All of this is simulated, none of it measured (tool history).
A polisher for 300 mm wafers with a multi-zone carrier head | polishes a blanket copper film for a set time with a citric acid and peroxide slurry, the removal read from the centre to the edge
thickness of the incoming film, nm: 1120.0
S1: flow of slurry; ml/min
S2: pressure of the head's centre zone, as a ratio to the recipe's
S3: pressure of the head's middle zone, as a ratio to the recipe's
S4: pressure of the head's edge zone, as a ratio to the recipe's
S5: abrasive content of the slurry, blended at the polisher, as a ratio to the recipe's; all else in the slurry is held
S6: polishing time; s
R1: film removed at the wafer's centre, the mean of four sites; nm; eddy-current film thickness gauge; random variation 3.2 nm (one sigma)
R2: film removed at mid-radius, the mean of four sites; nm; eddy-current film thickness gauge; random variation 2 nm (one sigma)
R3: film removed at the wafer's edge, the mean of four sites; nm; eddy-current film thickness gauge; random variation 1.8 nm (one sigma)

run,hour,S1,S2,S3,S4,S5,S6,R1,R2,R3
1,0.0,210,1.00,1.00,1.00,1.00,70,162.61,169.44,167.34
2,6.4,220,1.04,0.99,1.05,1.15,71,170.07,170.62,175.34
3,8.1,220,0.98,0.99,1.05,1.15,71,168.98,174.26,179.52
4,11.5,220,0.90,0.99,1.05,1.15,71,156.65,171.96,176.69
5,16.5,220,0.90,0.99,1.05,1.15,79,172.56,190.08,198.99
6,24.8,170,0.90,0.99,1.05,1.15,79,168.36,183.87,190.65

Run 7 comes next. What will it give?
7,28.0,195,0.98,0.97,1.06,1.20,79,?,?,?

R1: 183.41 nm
R2: 188.98 nm
R3: 196.80 nm
